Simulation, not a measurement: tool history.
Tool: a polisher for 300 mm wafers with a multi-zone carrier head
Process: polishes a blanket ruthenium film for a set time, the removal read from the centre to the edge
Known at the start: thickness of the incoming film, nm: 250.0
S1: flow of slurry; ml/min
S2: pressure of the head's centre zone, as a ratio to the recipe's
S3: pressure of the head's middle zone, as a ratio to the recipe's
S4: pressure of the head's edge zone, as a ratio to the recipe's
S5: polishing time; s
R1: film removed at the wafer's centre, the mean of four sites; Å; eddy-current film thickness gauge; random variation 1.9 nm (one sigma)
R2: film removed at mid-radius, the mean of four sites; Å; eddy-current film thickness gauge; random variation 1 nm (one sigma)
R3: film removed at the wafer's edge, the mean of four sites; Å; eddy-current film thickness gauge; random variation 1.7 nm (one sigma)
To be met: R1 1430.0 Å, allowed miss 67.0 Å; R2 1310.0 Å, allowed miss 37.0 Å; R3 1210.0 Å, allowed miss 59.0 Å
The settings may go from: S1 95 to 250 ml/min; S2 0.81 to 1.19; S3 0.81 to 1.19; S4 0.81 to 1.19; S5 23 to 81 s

Run 1, hour 0.0: S1 160 ml/min, S2 1.00, S3 1.00, S4 1.00, S5 52 s. Result: R1 1006.1 Å, R2 1014.1 Å, R3 1004.1 Å.
Run 2, hour 2.1: S1 170 ml/min, S2 1.03, S3 1.02, S4 1.02, S5 53 s. Result: R1 1063.7 Å, R2 1072.2 Å, R3 1085.9 Å.
Run 3, hour 4.6: S1 180 ml/min, S2 1.06, S3 1.03, S4 0.99, S5 54 s. Result: R1 1156.4 Å, R2 1107.4 Å, R3 1056.6 Å.
Run 4, hour 5.4: S1 180 ml/min, S2 1.06, S3 1.03, S4 0.99, S5 60 s. Result: R1 1248.6 Å, R2 1221.7 Å, R3 1228.5 Å.
Run 5, hour 8.7: S1 215 ml/min, S2 1.06, S3 1.03, S4 0.99, S5 60 s. Result: R1 1318.3 Å, R2 1269.2 Å, R3 1218.7 Å.
Run 6, hour 13.1: S1 220 ml/min, S2 1.07, S3 1.03, S4 0.99, S5 60 s. Result: R1 1337.3 Å, R2 1261.6 Å, R3 1229.0 Å.
Run 7, hour 21.2: S1 225 ml/min, S2 1.08, S3 1.04, S4 0.98, S5 60 s. Result: R1 1304.9 Å, R2 1267.1 Å, R3 1241.6 Å.
Run 8, hour 27.7: S1 180 ml/min, S2 1.18, S3 1.09, S4 0.88, S5 64 s. Result: R1 1530.9 Å, R2 1352.2 Å, R3 1236.1 Å.
Run 9, hour 31.3: S1 175 ml/min, S2 1.17, S3 1.09, S4 0.88, S5 64 s. Result: R1 1515.0 Å, R2 1364.6 Å, R3 1207.7 Å.
Run 10, hour 34.4: S1 170 ml/min, S2 1.16, S3 1.08, S4 0.88, S5 64 s. Result: R1 1485.2 Å, R2 1364.1 Å, R3 1213.9 Å.

5 next moves are on the table. One of them brings every result within its allowed miss. Which?
Run A, hour 37.5: S1 205 ml/min, S2 0.97, S3 0.97, S4 1.01, S5 66 s. Result: R1 ?, R2 ?, R3 ?.
Run B, hour 37.5: S1 145 ml/min, S2 1.15, S3 1.03, S4 0.88, S5 66 s. Result: R1 ?, R2 ?, R3 ?.
Run C, hour 37.5: S1 170 ml/min, S2 1.10, S3 1.18, S4 0.89, S5 63 s. Result: R1 ?, R2 ?, R3 ?.
Run D, hour 37.5: S1 155 ml/min, S2 1.19, S3 1.11, S4 0.86, S5 70 s. Result: R1 ?, R2 ?, R3 ?.
Run E, hour 37.5: S1 135 ml/min, S2 1.01, S3 0.92, S4 1.10, S5 69 s. Result: R1 ?, R2 ?, R3 ?.

move      R1      R2      R3
   A  1321.8  1299.8  1347.2
   B  1462.9  1283.5  1213.1
   C  1385.7  1421.3  1187.8
   D  1632.6  1471.2  1286.0
   E  1316.3  1201.1  1383.7
A: brings the result that was furthest off to its target, and leaves another outside
B: meets every target
C: further off than the last run
D: further off than the last run
E: takes the result that was furthest off past its target
The right move is B.
